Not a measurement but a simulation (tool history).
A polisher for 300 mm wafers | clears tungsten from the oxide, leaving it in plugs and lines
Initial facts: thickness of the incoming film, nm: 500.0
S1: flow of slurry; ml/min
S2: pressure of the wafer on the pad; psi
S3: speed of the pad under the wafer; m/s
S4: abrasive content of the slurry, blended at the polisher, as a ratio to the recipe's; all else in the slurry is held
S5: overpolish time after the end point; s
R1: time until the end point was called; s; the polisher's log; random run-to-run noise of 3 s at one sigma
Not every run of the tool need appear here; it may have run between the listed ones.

Run 1, day 0: S1 265 ml/min, S2 2.7 psi, S3 1.14 m/s, S4 1, S5 8 s. Result: R1 133.37 s.
Run 2, day 0.246: S1 265 ml/min, S2 2.3 psi, S3 1.14 m/s, S4 1, S5 8 s. Result: R1 158.85 s.
Run 3, day 0.283: S1 265 ml/min, S2 2 psi, S3 1.14 m/s, S4 1, S5 8 s. Result: R1 183.97 s.
Run 4, day 0.362: S1 310 ml/min, S2 2 psi, S3 1.14 m/s, S4 1, S5 8 s. Result: R1 178.29 s.
Run 5, day 0.579: S1 310 ml/min, S2 2.4 psi, S3 1.14 m/s, S4 1, S5 8 s. Result: R1 150.35 s.
Run 6, day 0.825: S1 310 ml/min, S2 2.4 psi, S3 1.36 m/s, S4 1, S5 8 s. Result: R1 123.94 s.
Run 7, day 0.925: S1 310 ml/min, S2 2.1 psi, S3 1.34 m/s, S4 1, S5 8 s. Result: R1 142.36 s.

Run 8 comes next. What will it give?
Run 8, day 1.062: S1 310 ml/min, S2 1.9 psi, S3 1.32 m/s, S4 1, S5 8 s. Result: R1 ?.

{"run 8": {"R1": 159.95}}

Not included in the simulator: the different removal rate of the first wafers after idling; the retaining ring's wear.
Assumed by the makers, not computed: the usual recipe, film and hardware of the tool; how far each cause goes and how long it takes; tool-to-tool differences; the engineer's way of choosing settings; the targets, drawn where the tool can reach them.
